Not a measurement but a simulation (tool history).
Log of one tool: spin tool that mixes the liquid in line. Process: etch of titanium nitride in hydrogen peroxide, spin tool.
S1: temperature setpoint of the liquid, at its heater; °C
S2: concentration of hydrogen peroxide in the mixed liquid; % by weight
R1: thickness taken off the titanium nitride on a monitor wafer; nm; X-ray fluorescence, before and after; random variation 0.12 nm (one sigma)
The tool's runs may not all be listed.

run 1 hour=0 | S1=53 S2=23.5 time_under_the_liquid_(s)=65 | R1=7.2504
run 2 hour=5.5 | S1=53 S2=23.5 time_under_the_liquid_(s)=70 | R1=7.793
run 3 hour=7.7 | S1=53 S2=23.5 time_under_the_liquid_(s)=65 | R1=7.2207
run 4 hour=11.8 | S1=53 S2=26.5 time_under_the_liquid_(s)=65 | R1=7.4619
run 5 hour=17.7 | S1=57 S2=26.5 time_under_the_liquid_(s)=65 | R1=9.776
run 6 hour=18.8 | S1=57 S2=30 time_under_the_liquid_(s)=65 | R1=10.263

The next listed run, before its measurement:
run 7 hour=22.4 | S1=59.5 S2=30 time_under_the_liquid_(s)=65 | R1=?

R1: 11.938 nm
